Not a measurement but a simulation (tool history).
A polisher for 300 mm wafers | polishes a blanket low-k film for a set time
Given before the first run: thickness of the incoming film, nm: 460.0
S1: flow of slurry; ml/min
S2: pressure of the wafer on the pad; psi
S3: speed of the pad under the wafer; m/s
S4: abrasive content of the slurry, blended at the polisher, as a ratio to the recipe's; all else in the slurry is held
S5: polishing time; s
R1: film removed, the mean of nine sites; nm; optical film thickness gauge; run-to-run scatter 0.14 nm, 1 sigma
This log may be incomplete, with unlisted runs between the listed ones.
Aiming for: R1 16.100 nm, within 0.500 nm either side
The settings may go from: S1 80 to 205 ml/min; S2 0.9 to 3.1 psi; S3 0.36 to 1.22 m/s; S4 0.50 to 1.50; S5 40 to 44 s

run  hour   S1   S2    S3    S4  S5      R1
  1   0.0  135  2.0  0.78  1.00  44  12.395
  2   5.7  140  2.1  0.78  1.00  44  13.023
  3   8.1  145  2.2  0.78  1.00  44  13.742
  4  16.0  145  2.2  0.58  1.00  44  10.946
  5  17.8  150  2.4  0.58  1.00  44  12.242
  6  21.5  155  2.5  0.58  1.00  44  12.999
  7  26.4  160  2.6  0.58  1.00  44  13.448
  8  30.5  160  2.7  0.58  1.00  44  14.085

Exactly one of the 4 candidate moves below puts every result within its allowed miss. Which one?
  A  34.6  195  2.8  0.70  1.05  44   ?
  B  34.6  140  2.8  0.70  1.10  43   ?
  C  34.6  180  3.0  0.74  1.10  40   ?
  D  34.6  170  3.0  0.68  1.15  41   ?

move      R1
   A  17.651
   B  16.342
   C  17.976
   D  17.442
A: carries the result that was furthest off beyond its target, to the other side
B: every result within its allowed miss
C: carries the result that was furthest off beyond its target, to the other side
D: carries the result that was furthest off beyond its target, to the other side
The right move is B.
